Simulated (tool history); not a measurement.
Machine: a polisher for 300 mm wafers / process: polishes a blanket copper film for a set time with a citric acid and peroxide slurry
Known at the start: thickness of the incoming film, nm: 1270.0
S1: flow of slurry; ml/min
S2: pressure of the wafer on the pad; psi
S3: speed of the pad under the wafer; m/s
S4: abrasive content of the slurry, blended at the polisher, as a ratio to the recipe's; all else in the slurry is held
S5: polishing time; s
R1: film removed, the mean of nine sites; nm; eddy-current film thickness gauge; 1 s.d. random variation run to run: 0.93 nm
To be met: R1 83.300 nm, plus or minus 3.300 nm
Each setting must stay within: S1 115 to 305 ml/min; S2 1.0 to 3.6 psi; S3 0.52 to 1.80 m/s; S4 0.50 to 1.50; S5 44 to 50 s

| run | hour | S1 | S2 | S3 | S4 | S5 | R1 |
|---|---|---|---|---|---|---|---|
| 1 | 0.0 | 195 | 2.3 | 1.16 | 1.00 | 50 | 109.030 |
| 2 | 6.5 | 195 | 2.2 | 1.16 | 1.00 | 50 | 103.970 |
| 3 | 12.6 | 195 | 2.2 | 1.16 | 1.00 | 44 | 93.308 |
| 4 | 17.4 | 195 | 2.2 | 1.16 | 0.80 | 44 | 88.777 |
| 5 | 23.3 | 235 | 2.2 | 1.16 | 0.80 | 44 | 90.653 |
| 6 | 23.9 | 235 | 2.5 | 1.16 | 0.80 | 44 | 101.150 |
| 7 | 29.7 | 235 | 2.4 | 1.16 | 0.80 | 44 | 96.992 |
| 8 | 33.1 | 235 | 2.3 | 1.16 | 0.80 | 44 | 96.322 |
| 9 | 40.3 | 230 | 2.3 | 1.16 | 0.80 | 44 | 93.845 |
| 10 | 46.4 | 230 | 2.1 | 1.16 | 0.80 | 44 | 87.100 |

Below are 5 possible settings for the next run. Only one of them brings all results inside the allowed miss of their targets. Which is it?
| A | 52.5 | 235 | 2.2 | 1.04 | 0.75 | 50 | ? |
| B | 52.5 | 240 | 2.1 | 1.22 | 0.80 | 44 | ? |
| C | 52.5 | 230 | 2.0 | 1.30 | 0.85 | 44 | ? |
| D | 52.5 | 225 | 2.2 | 1.02 | 0.80 | 46 | ? |
| E | 52.5 | 265 | 2.6 | 0.96 | 0.75 | 46 | ? |

| move | R1 |
|---|---|
| A | 91.857 |
| B | 91.868 |
| C | 94.227 |
| D | 83.347 |
| E | 91.433 |
A: the biggest miss grows against the last run
B: the biggest miss grows against the last run
C: the biggest miss grows against the last run
D: hits every target within its allowed miss
E: the biggest miss grows against the last run
D meets every target.

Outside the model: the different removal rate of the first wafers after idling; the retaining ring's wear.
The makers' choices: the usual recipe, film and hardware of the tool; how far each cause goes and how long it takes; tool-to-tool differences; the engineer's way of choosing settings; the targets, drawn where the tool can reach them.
